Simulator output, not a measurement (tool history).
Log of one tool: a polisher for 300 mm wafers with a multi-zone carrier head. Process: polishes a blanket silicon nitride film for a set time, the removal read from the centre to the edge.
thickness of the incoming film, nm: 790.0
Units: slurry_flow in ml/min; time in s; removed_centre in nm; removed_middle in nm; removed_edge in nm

run,hour,slurry_flow,centre_zone,middle_zone,edge_zone,time,removed_centre,removed_middle,removed_edge
1,0.0,175,1.00,1.00,1.00,41,54.639,49.012,50.877
2,7.6,175,1.00,1.00,1.00,50,65.905,60.010,61.328
3,11.3,170,1.00,0.97,0.97,47,63.033,55.377,57.967
4,15.3,170,1.00,0.96,0.96,44,57.298,50.533,53.078
5,17.5,145,1.00,0.96,0.96,44,56.091,51.038,51.913
6,18.7,145,1.08,0.96,0.96,44,57.958,48.862,51.886
7,24.4,140,1.08,0.94,0.95,43,56.929,47.465,51.003
8,27.2,140,1.08,0.93,0.94,42,55.646,45.908,48.019
9,31.9,135,1.07,0.91,0.95,41,53.303,43.072,47.829
10,36.2,130,1.07,0.90,0.94,41,52.910,42.972,47.104
11,36.8,125,1.07,0.89,0.93,41,51.430,41.631,47.001
12,40.2,125,1.07,0.89,0.92,41,51.984,40.950,46.047
13,47.9,125,1.07,0.89,0.92,41,52.157,41.182,46.623

Forecast run 14:
14,50.4,125,1.07,0.89,0.92,41,?,?,?

{"run 14": {"removed_centre": 52.709, "removed_middle": 42.028, "removed_edge": 46.443}}
